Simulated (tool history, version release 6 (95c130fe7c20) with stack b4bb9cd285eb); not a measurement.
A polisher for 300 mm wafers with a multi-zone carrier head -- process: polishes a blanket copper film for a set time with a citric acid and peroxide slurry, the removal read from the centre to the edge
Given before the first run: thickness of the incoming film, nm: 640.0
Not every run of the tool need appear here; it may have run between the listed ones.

run	hour	flow of slurry (ml/min)	pressure of the head's centre zone	pressure of the head's middle zone	pressure of the head's edge zone	abrasive content of the slurry	polishing time (s)	film removed at the wafer's centre (nm)	film removed at mid-radius (nm)	film removed at the wafer's edge (nm)
1	0.0	245	1.00	1.00	1.00	1.00	71	192.92	182.00	186.65
2	3.7	250	0.99	1.01	1.02	1.05	72	202.07	191.25	193.04
3	12.0	250	0.91	1.01	1.02	1.05	72	190.03	188.42	193.78
4	14.8	250	0.91	0.97	1.02	1.05	72	186.88	183.64	194.00
5	19.6	250	0.91	0.97	1.02	1.25	72	194.47	186.82	203.58
6	28.5	215	0.91	0.97	1.02	1.25	72	189.65	186.29	198.46
7	37.4	215	0.91	0.97	1.02	1.25	72	187.75	186.11	196.28

The next listed run, before its measurement:
8	41.1	225	0.90	0.99	1.04	1.30	72	?	?	?

For run 8 the tool returned film removed at the wafer's centre (nm) 189.10, film removed at mid-radius (nm) 194.30, film removed at the wafer's edge (nm) 204.29.
